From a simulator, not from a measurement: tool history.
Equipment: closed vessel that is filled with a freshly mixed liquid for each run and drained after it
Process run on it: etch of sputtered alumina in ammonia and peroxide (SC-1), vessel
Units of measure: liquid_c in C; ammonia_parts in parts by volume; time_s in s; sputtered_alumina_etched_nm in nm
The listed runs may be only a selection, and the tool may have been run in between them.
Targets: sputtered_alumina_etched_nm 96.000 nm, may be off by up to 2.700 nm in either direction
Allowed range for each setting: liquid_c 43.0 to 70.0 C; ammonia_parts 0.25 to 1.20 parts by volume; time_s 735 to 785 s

run  hour  liquid_c  ammonia_parts  time_s  sputtered_alumina_etched_nm
  1   0.0      59.0           0.95     735                       55.390
  2   4.7      59.0           1.15     735                       56.694
  3  12.6      61.5           1.15     735                       64.716
  4  21.2      61.5           1.20     735                       64.754
  5  27.0      61.5           1.20     785                       69.361
  6  32.6      55.5           1.20     785                       50.154
  7  41.4      55.5           1.20     785                       51.029
  8  49.9      58.5           1.20     785                       59.877
  9  51.3      61.0           1.20     785                       67.665
 10  52.7      63.0           1.20     785                       75.680

Exactly one of the 5 candidate moves below puts every result within its allowed miss. Which one?
  A  54.1      69.5           1.00     785                            ?
  B  54.1      58.5           0.85     735                            ?
  C  54.1      69.0           1.05     765                            ?
  D  54.1      67.5           0.70     770                            ?
  E  54.1      61.0           1.20     735                            ?

move  sputtered_alumina_etched_nm
   A                      101.240
   B                       53.871
   C                       96.750
   D                       87.143
   E                       63.295
A: carries the result that was furthest off beyond its target, to the other side
B: its largest miss is bigger than the last run's
C: all results in spec
D: gains on the last run, yet a result remains outside its allowed miss
E: its largest miss is bigger than the last run's
Answer: C
